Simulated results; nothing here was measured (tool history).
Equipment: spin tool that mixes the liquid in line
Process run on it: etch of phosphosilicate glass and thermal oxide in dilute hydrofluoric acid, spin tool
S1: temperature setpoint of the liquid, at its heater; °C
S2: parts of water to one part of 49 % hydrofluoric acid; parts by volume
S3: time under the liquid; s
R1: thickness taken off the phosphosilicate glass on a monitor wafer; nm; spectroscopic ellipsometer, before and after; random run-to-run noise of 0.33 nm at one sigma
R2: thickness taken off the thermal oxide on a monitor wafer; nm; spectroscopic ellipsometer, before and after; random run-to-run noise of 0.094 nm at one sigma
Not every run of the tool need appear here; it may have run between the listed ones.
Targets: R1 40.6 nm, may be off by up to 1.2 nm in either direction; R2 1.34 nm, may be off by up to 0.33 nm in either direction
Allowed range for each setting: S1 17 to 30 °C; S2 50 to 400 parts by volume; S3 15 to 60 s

run	hour	S1	S2	S3	R1	R2
1	0	22	225	30	15.834	0.574
2	8.6	22	225	20	10.405	0.32482
3	14.5	19.5	225	20	9.544	0.31483
4	16.8	22.5	225	20	10.798	0.36342
5	25.3	22.5	225	15	8.1253	0.29413
6	31.2	26	225	15	9.1163	0.29655
7	40	27	180	20	16.748	0.53492
8	48.6	27.5	150	20	21.162	0.65847
9	51.8	28	130	20	25.544	0.75304
10	59.4	28.5	115	20	29.92	0.98457
11	66.6	29	105	20	33.673	1.119
12	71.2	29	100	20	35.882	1.2575
13	74.1	30	80	20	48.175	1.8046
14	75	29	80	20	46.005	1.7379
15	79.7	29.5	85	20	43.268	1.4285
16	86.9	29.5	85	20	43.788	1.4812
17	94.7	29	85	20	42.837	1.4487
18	96.5	28.5	85	20	41.951	1.2626
19	102	29	85	20	42.955	1.2751

Exercise: of the 4 proposed moves below, exactly one satisfies all targets within the stated allowed misses. Which move is it?
A	107.5	29.5	100	25	?	?
B	107.5	26.5	90	25	?	?
C	107.5	30	150	40	?	?
D	107.5	27.5	65	15	?	?

move	R1	R2
A	45.459	1.562
B	45.637	1.5681
C	46.161	1.5861
D	40.803	1.402
A: the biggest miss grows against the last run
B: the biggest miss grows against the last run
C: the biggest miss grows against the last run
D: hits every target within its allowed miss
Go with D: it meets all targets.
